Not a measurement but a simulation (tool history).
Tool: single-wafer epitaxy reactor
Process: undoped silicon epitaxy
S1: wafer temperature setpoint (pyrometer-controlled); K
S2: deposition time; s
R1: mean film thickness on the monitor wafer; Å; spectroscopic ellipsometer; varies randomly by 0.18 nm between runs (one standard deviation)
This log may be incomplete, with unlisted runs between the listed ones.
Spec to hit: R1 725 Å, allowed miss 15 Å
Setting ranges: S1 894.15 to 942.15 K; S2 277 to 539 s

run  hour      S1   S2      R1
  1     0  918.15  408  568.35
  2   1.1  918.15  376  525.25
  3   1.6  918.15  344  480.59
  4     9  922.15  345  532.46
  5    13  922.15  291  448.19
  6  20.9  927.15  291  505.95
  7  21.6  939.15  297  692.75
  8    26  940.15  297  707.02

Which of these 4 next moves meets every target?
  A  30.4  942.15  277   ?
  B  30.4  936.15  335   ?
  C  30.4  940.15  283   ?
  D  30.4  942.15  299   ?

move      R1
   A  693.15
   B  726.52
   C  675.33
   D   748.2
A: lands further from the targets than the last run did
B: meets every target
C: lands further from the targets than the last run did
D: takes the biggest miss from the last run beyond its target
Answer: B

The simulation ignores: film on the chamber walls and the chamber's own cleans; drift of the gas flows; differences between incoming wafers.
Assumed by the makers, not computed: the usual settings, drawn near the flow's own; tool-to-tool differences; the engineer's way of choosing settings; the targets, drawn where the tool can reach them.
